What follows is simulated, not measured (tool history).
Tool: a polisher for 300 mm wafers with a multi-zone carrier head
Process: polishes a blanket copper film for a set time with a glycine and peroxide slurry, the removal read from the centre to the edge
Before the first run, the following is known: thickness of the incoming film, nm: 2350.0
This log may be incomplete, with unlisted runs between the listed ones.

run	hour	flow of slurry (ml/min)	pressure of the head's centre zone	pressure of the head's middle zone	pressure of the head's edge zone	polishing time (s)	film removed at the wafer's centre (Å)	film removed at mid-radius (Å)	film removed at the wafer's edge (Å)
1	0	120	1	1	1	47	2420.9	2331.7	2216
2	1.4	130	1	1	1	47	2483.3	2355.9	2270.3
3	3.8	130	1	1	0.94	47	2451.2	2372.6	2184.3
4	10	130	1	1	0.94	56	2988	2789.8	2648.4
5	17.8	120	0.97	0.96	0.93	50	2574.2	2369.5	2340.8
6	21.9	120	0.97	0.96	0.93	55	2769.9	2602.2	2523.7
7	29.2	110	0.94	0.95	0.92	49	2342.4	2189.4	2157.1
8	31.3	105	0.91	0.95	0.93	45	2068.4	2034.5	2022.7
9	33.2	100	0.89	0.95	0.92	41	1778.4	1797.3	1821.9
10	35	95	0.88	0.95	0.9	39	1667.7	1695.9	1628.6
11	40.2	90	0.86	0.94	0.9	38	1513.8	1610.3	1657.6
12	47.1	90	0.86	0.94	0.88	37	1514	1569.3	1591.1
13	51.1	85	0.86	0.94	0.87	36	1460.2	1504.4	1496.5
14	56.7	80	0.85	0.94	0.86	36	1378.6	1458.8	1456.9
15	63.8	80	0.85	0.94	0.85	36	1388.5	1479.9	1449.9

Predict the results of run 16:
16	66	80	0.85	0.93	0.84	36	?	?	?

Run 16 measured film removed at the wafer's centre (Å) 1375.5, film removed at mid-radius (Å) 1465.9, film removed at the wafer's edge (Å) 1466.5.
